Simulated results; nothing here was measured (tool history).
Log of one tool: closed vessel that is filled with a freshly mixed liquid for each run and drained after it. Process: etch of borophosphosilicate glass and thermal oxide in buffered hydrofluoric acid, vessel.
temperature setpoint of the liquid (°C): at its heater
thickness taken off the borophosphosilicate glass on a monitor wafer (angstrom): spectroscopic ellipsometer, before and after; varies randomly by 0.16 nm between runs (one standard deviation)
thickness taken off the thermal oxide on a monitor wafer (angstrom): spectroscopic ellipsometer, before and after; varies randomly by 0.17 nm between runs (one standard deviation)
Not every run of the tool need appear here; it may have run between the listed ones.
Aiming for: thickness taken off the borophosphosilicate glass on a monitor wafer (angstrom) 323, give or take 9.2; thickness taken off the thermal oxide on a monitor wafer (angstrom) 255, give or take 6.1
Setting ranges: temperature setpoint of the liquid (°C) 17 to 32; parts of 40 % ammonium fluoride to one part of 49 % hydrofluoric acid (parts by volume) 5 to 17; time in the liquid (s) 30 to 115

run	hour	temperature setpoint of the liquid (°C)	parts of 40 % ammonium fluoride to one part of 49 % hydrofluoric acid (parts by volume)	time in the liquid (s)	thickness taken off the borophosphosilicate glass on a monitor wafer (angstrom)	thickness taken off the thermal oxide on a monitor wafer (angstrom)
1	0	25	10.5	60	799.07	631.11
2	7	25	8	60	1029.5	806.4
3	10.2	23.5	9.5	60	797.06	636.75
4	19.6	25	9.5	60	866.21	691.22
5	27	23.5	10.5	60	737	585.09
6	35.5	22	11.5	60	626.06	496.64
7	42.8	21	12.5	60	545.74	429.89
8	45.5	20	13	60	499.39	391.48
9	47.8	20	13	60	497.02	391.91
10	53.4	19.5	13.5	60	464.34	364.18
11	61.7	19	14	60	438.47	341.94
12	67.9	18.5	14.5	60	407.48	323.25
13	68.7	18	15	60	384.76	302.21
14	72.4	18	15.5	60	372.03	294.63
15	74.7	17.5	16	60	353.21	278.09

4 candidate next runs follow, results not yet known. Just one meets every target within its allowed miss. Identify it.
A	77	21	17	45	?	?
B	77	18	16.5	55	?	?
C	77	20	15.5	50	?	?
D	77	28	17	35	?	?

move	thickness taken off the borophosphosilicate glass on a monitor wafer (angstrom)	thickness taken off the thermal oxide on a monitor wafer (angstrom)
A	300.24	234.98
B	319.87	249.82
C	345.87	270.41
D	340.71	267.65
A: carries the result that was furthest off beyond its target, to the other side
B: in spec on every target
C: better than the last run, though not everything is in spec
D: better than the last run, though not everything is in spec
Go with B: it meets all targets.

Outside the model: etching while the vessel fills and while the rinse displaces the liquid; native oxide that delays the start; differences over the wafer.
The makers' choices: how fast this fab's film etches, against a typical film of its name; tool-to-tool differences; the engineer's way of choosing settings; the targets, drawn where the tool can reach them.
